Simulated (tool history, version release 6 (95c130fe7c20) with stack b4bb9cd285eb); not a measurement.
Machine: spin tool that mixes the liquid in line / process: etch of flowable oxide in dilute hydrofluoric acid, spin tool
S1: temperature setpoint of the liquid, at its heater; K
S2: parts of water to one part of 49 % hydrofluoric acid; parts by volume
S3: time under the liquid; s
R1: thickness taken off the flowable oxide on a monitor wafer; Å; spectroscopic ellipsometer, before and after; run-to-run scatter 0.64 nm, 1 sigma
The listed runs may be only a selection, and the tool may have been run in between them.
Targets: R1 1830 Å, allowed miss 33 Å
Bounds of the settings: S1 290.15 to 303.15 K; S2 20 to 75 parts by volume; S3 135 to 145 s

run  hour      S1  S2   S3      R1
  1     0  295.15  45  135  869.05
  2   8.3  293.15  45  135   804.8
  3  16.5  296.65  40  135  1055.8
  4  17.2  296.65  40  135    1062
  5  22.7  298.65  35  135  1321.5
  6  30.9  295.65  35  135  1167.8
  7  35.9  299.65  25  135  1944.6
  8  41.3  299.15  25  135  1910.1
  9  48.1  298.65  25  135  1863.5

Exactly one of the 5 candidate moves below puts every result within its allowed miss. Which one?
  A  54.9  297.65  25  145   ?
  B  54.9  301.15  30  145   ?
  C  54.9  299.15  25  135   ?
  D  54.9  299.65  25  135   ?
  E  54.9  297.15  25  145   ?

move      R1
   A  1919.1
   B  1837.9
   C  1903.2
   D  1943.4
   E  1878.8
A: misses by more than the last run did
B: meets every target
C: misses by more than the last run did
D: misses by more than the last run did
E: misses by more than the last run did
So the answer is move B, the one that meets all the targets.
